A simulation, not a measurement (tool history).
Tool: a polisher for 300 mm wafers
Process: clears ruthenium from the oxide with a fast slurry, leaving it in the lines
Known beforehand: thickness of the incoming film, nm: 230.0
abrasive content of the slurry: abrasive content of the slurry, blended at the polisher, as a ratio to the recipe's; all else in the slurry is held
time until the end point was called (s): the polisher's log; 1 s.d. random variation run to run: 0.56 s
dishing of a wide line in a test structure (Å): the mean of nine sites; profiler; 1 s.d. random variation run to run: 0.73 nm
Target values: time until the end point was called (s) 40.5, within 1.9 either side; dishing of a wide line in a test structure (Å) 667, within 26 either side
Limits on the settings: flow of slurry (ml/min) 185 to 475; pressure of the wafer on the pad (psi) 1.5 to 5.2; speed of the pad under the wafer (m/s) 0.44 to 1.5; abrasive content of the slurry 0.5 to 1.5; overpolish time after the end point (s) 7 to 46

run    day  flow of slurry (ml/min)  pressure of the wafer on the pad (psi)  speed of the pad under the wafer (m/s)  abrasive content of the slurry  overpolish time after the end point (s)  time until the end point was called (s)  dishing of a wide line in a test structure (Å)
  1      0                      305                                     3.3                                    0.96                               1                                       24                                   64.663                                             563
  2  0.338                      305                                     3.6                                    0.96                               1                                       23                                   59.568                                          587.54
  3  0.442                      305                                     3.9                                    0.96                               1                                       22                                   54.132                                          602.12
  4  0.642                      305                                     3.4                                    0.96                               1                                       22                                   63.838                                          539.83
  5      1                      350                                     3.4                                    0.96                               1                                       22                                   61.406                                          546.77
  6  1.288                      360                                     3.7                                    0.96                               1                                       21                                   57.339                                          575.34
  7  1.392                      360                                       4                                    0.96                               1                                       20                                   52.327                                          574.37
  8  1.638                      360                                     4.2                                    0.96                               1                                       20                                   50.089                                          602.85
  9  1.883                      360                                     4.2                                    0.96                               1                                       20                                   48.341                                          595.31
 10  2.046                      360                                     4.3                                    0.96                               1                                       20                                   48.817                                           610.2
 11  2.346                      360                                     4.4                                    0.96                               1                                       20                                   46.683                                          610.59
 12  2.708                      360                                     4.5                                    0.96                               1                                       20                                    47.14                                          631.57
     2.975  -- slurry nozzle cleaned
 13  2.975                      360                                     4.6                                    0.96                               1                                       20                                   43.568                                          656.29

Next run, 4 choices. One meets every target within its allowed miss, the rest don't. Which?
  A  3.242                      445                                     5.2                                    0.92                            0.95                                       19                                        ?                                               ?
  B  3.242                      310                                     4.5                                    1.14                               1                                       20                                        ?                                               ?
  C  3.242                      365                                     5.1                                     0.9                            0.85                                       19                                        ?                                               ?
  D  3.242                      355                                       5                                    0.94                            1.05                                       16                                        ?                                               ?

move  time until the end point was called (s)  dishing of a wide line in a test structure (Å)
   A                                   41.099                                          656.67
   B                                   38.443                                          709.44
   C                                   45.961                                          608.14
   D                                   40.427                                          589.67
A: every result within its allowed miss
B: moves the result that the last run missed by most past its target, out the other side
C: misses by more than the last run did
D: the furthest-off result lands on target, but another misses its tolerance
Go with A: it meets all targets.

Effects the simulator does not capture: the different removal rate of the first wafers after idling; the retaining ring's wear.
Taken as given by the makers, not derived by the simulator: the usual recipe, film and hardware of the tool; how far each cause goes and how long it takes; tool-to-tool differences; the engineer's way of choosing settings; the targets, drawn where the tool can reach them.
